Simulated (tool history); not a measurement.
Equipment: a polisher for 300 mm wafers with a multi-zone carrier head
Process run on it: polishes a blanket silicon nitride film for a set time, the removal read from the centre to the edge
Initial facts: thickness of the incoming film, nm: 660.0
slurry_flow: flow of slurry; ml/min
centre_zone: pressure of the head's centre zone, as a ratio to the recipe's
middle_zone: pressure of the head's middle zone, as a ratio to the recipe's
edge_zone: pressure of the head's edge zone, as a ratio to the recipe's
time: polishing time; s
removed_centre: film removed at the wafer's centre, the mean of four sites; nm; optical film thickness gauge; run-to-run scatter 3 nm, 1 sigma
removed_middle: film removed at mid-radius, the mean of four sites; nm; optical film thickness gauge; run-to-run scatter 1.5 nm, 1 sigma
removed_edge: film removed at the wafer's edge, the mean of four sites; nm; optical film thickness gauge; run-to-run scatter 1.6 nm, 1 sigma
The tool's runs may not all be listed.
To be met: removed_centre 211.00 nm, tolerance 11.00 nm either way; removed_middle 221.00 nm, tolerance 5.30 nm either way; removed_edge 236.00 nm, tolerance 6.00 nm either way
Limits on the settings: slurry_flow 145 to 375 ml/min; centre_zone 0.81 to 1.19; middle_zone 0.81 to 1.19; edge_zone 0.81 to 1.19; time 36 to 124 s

run 1 day=0.000 | slurry_flow=240 centre_zone=1.00 middle_zone=1.00 edge_zone=1.00 time=79 | removed_centre=186.70 removed_middle=179.52 removed_edge=178.48
run 2 day=0.138 | slurry_flow=240 centre_zone=1.00 middle_zone=1.00 edge_zone=0.94 time=79 | removed_centre=180.69 removed_middle=179.63 removed_edge=172.02
run 3 day=0.475 | slurry_flow=240 centre_zone=0.96 middle_zone=1.00 edge_zone=0.94 time=79 | removed_centre=178.50 removed_middle=177.70 removed_edge=170.80
run 4 day=0.579 | slurry_flow=240 centre_zone=0.96 middle_zone=0.95 edge_zone=0.94 time=79 | removed_centre=176.67 removed_middle=173.39 removed_edge=172.25
run 5 day=0.712 | slurry_flow=240 centre_zone=0.96 middle_zone=0.95 edge_zone=1.01 time=79 | removed_centre=178.75 removed_middle=174.57 removed_edge=179.36
run 6 day=1.021 | slurry_flow=245 centre_zone=0.95 middle_zone=0.96 edge_zone=1.04 time=82 | removed_centre=182.02 removed_middle=183.04 removed_edge=186.13
run 7 day=1.154 | slurry_flow=240 centre_zone=0.94 middle_zone=0.96 edge_zone=1.06 time=85 | removed_centre=189.65 removed_middle=187.65 removed_edge=196.38
run 8 day=1.496 | slurry_flow=245 centre_zone=0.93 middle_zone=0.97 edge_zone=1.08 time=87 | removed_centre=193.74 removed_middle=196.50 removed_edge=204.89
run 9 day=1.646 | slurry_flow=255 centre_zone=0.93 middle_zone=0.97 edge_zone=1.10 time=88 | removed_centre=190.70 removed_middle=197.97 removed_edge=208.06
run 10 day=1.683 | slurry_flow=255 centre_zone=0.94 middle_zone=0.98 edge_zone=1.12 time=89 | removed_centre=199.19 removed_middle=201.17 removed_edge=213.45
run 11 day=1.950 | slurry_flow=260 centre_zone=0.94 middle_zone=0.99 edge_zone=1.13 time=90 | removed_centre=198.76 removed_middle=205.49 removed_edge=215.28
run 12 day=2.033 | slurry_flow=260 centre_zone=0.94 middle_zone=0.99 edge_zone=1.14 time=91 | removed_centre=208.64 removed_middle=207.70 removed_edge=217.73
run 13 day=2.354 | slurry_flow=260 centre_zone=0.93 middle_zone=0.99 edge_zone=1.15 time=92 | removed_centre=199.23 removed_middle=208.62 removed_edge=222.89
run 14 day=2.725 | slurry_flow=265 centre_zone=0.93 middle_zone=0.99 edge_zone=1.16 time=93 | removed_centre=198.76 removed_middle=209.62 removed_edge=223.68
run 15 day=3.033 | slurry_flow=265 centre_zone=0.93 middle_zone=0.99 edge_zone=1.16 time=94 | removed_centre=210.86 removed_middle=213.48 removed_edge=226.69

Of the 5 settings listed for the next run, only one would bring every result within its allowed miss of target. Which one?
run A day=3.342 | slurry_flow=240 centre_zone=0.92 middle_zone=1.01 edge_zone=1.19 time=96 | removed_centre=? removed_middle=? removed_edge=?
run B day=3.342 | slurry_flow=210 centre_zone=0.85 middle_zone=1.00 edge_zone=1.15 time=94 | removed_centre=? removed_middle=? removed_edge=?
run C day=3.342 | slurry_flow=295 centre_zone=0.83 middle_zone=1.03 edge_zone=1.12 time=94 | removed_centre=? removed_middle=? removed_edge=?
run D day=3.342 | slurry_flow=255 centre_zone=0.84 middle_zone=1.02 edge_zone=1.19 time=90 | removed_centre=? removed_middle=? removed_edge=?
run E day=3.342 | slurry_flow=300 centre_zone=0.94 middle_zone=0.95 edge_zone=1.14 time=92 | removed_centre=? removed_middle=? removed_edge=?

move=A removed_centre=209.92 removed_middle=217.99 removed_edge=231.13
move=B removed_centre=187.08 removed_middle=209.62 removed_edge=220.24
move=C removed_centre=189.04 removed_middle=219.95 removed_edge=222.29
move=D removed_centre=180.66 removed_middle=206.76 removed_edge=217.57
move=E removed_centre=210.01 removed_middle=205.65 removed_edge=219.93
A: meets every target
B: the biggest miss grows against the last run
C: the biggest miss grows against the last run
D: the biggest miss grows against the last run
E: the biggest miss grows against the last run
Move A is the one to make.
